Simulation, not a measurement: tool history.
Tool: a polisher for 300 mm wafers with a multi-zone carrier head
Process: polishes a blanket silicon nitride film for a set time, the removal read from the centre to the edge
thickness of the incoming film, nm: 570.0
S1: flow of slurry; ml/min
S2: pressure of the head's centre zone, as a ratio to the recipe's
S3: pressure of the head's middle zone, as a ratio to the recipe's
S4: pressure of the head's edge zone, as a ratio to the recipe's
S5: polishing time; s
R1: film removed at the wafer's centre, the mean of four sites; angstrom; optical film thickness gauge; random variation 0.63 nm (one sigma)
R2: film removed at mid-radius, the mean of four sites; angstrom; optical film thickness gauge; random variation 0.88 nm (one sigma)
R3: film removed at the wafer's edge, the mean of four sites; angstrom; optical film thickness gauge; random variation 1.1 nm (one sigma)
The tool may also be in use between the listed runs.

run 1 day=0 | S1=295 S2=1 S3=1 S4=1 S5=70 | R1=900.98 R2=905.2 R3=901.96
run 2 day=0.329 | S1=300 S2=1 S3=1.01 S4=1.02 S5=71 | R1=931.82 R2=927.99 R3=905.46
run 3 day=0.429 | S1=355 S2=1 S3=1.01 S4=1.02 S5=71 | R1=947.46 R2=960.23 R3=921.1
run 4 day=0.738 | S1=350 S2=0.99 S3=1.01 S4=1.03 S5=72 | R1=956.5 R2=950.28 R3=948.06
run 5 day=1.042 | S1=350 S2=0.98 S3=1.03 S4=1.04 S5=73 | R1=938.05 R2=985.45 R3=979.07
run 6 day=1.225 | S1=355 S2=0.98 S3=1.04 S4=1.05 S5=73 | R1=965.44 R2=986.38 R3=971.98
run 7 day=1.512 | S1=360 S2=0.97 S3=1.05 S4=1.06 S5=73 | R1=949.23 R2=1000.2 R3=977.9
run 8 day=1.792 | S1=365 S2=0.96 S3=1.06 S4=1.07 S5=73 | R1=939.08 R2=1014.9 R3=982.86
run 9 day=1.892 | S1=370 S2=0.96 S3=1.07 S4=1.08 S5=73 | R1=930.36 R2=1013.5 R3=974.85
run 10 day=1.933 | S1=365 S2=0.93 S3=1.11 S4=1.17 S5=80 | R1=1008.4 R2=1150.7 R3=1109.6
run 11 day=2.108 | S1=360 S2=0.93 S3=1.11 S4=1.17 S5=80 | R1=1000.8 R2=1145.1 R3=1115.4

The next listed run, before its measurement:
run 12 day=2.254 | S1=355 S2=0.93 S3=1.11 S4=1.17 S5=80 | R1=? R2=? R3=?

{"run 12": {"R1": 1002.2, "R2": 1146.1, "R3": 1118.5}}
